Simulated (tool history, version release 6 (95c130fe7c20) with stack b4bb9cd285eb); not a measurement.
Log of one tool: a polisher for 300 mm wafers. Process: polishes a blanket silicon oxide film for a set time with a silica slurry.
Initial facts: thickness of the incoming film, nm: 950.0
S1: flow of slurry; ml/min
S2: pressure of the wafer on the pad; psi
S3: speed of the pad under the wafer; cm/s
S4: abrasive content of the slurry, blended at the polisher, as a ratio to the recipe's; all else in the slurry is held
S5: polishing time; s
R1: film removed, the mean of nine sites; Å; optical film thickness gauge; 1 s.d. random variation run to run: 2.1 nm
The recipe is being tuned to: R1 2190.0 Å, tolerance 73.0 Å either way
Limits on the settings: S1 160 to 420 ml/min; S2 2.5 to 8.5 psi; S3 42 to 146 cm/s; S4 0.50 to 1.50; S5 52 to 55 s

Run 1, hour 0.0: S1 270 ml/min, S2 5.5 psi, S3 94 cm/s, S4 1.00, S5 52 s. Result: R1 1636.0 Å.
Run 2, hour 8.7: S1 270 ml/min, S2 4.5 psi, S3 94 cm/s, S4 1.00, S5 52 s. Result: R1 1387.3 Å.
Run 3, hour 16.1: S1 270 ml/min, S2 4.5 psi, S3 94 cm/s, S4 0.85, S5 52 s. Result: R1 1253.9 Å.
Run 4, hour 20.8: S1 270 ml/min, S2 5.4 psi, S3 94 cm/s, S4 0.85, S5 52 s. Result: R1 1519.8 Å.
Run 5, hour 25.0: S1 270 ml/min, S2 5.9 psi, S3 94 cm/s, S4 0.85, S5 52 s. Result: R1 1637.5 Å.
Run 6, hour 27.3: S1 270 ml/min, S2 6.3 psi, S3 94 cm/s, S4 0.85, S5 52 s. Result: R1 1732.9 Å.
At hour 31.6: slurry nozzle cleaned.
Run 7, hour 31.6: S1 270 ml/min, S2 6.7 psi, S3 94 cm/s, S4 0.85, S5 52 s. Result: R1 1890.4 Å.
Run 8, hour 38.9: S1 270 ml/min, S2 6.9 psi, S3 94 cm/s, S4 0.85, S5 52 s. Result: R1 1992.4 Å.
Run 9, hour 40.9: S1 270 ml/min, S2 7.0 psi, S3 94 cm/s, S4 0.85, S5 52 s. Result: R1 2007.5 Å.
Run 10, hour 43.3: S1 270 ml/min, S2 7.1 psi, S3 94 cm/s, S4 0.85, S5 52 s. Result: R1 2026.3 Å.
Run 11, hour 47.2: S1 270 ml/min, S2 7.2 psi, S3 94 cm/s, S4 0.85, S5 52 s. Result: R1 2071.9 Å.
Run 12, hour 54.9: S1 270 ml/min, S2 7.3 psi, S3 94 cm/s, S4 0.85, S5 52 s. Result: R1 2037.8 Å.
Run 13, hour 62.0: S1 270 ml/min, S2 7.4 psi, S3 94 cm/s, S4 0.85, S5 52 s. Result: R1 2105.4 Å.

Which of these 5 next moves meets every target?
Run A, hour 69.1: S1 385 ml/min, S2 7.9 psi, S3 84 cm/s, S4 1.00, S5 55 s. Result: R1 ?.
Run B, hour 69.1: S1 295 ml/min, S2 8.3 psi, S3 66 cm/s, S4 1.10, S5 53 s. Result: R1 ?.
Run C, hour 69.1: S1 230 ml/min, S2 7.0 psi, S3 100 cm/s, S4 0.80, S5 52 s. Result: R1 ?.
Run D, hour 69.1: S1 330 ml/min, S2 8.3 psi, S3 110 cm/s, S4 0.55, S5 53 s. Result: R1 ?.
Run E, hour 69.1: S1 240 ml/min, S2 6.7 psi, S3 108 cm/s, S4 0.95, S5 55 s. Result: R1 ?.

move      R1
   A  2430.4
   B  2075.6
   C  2021.7
   D  2184.4
   E  2382.3
A: pushes the last run's worst result past its target
B: moves away from the targets compared with the last run
C: moves away from the targets compared with the last run
D: all results in spec
E: pushes the last run's worst result past its target
So the answer is move D, the one that meets all the targets.
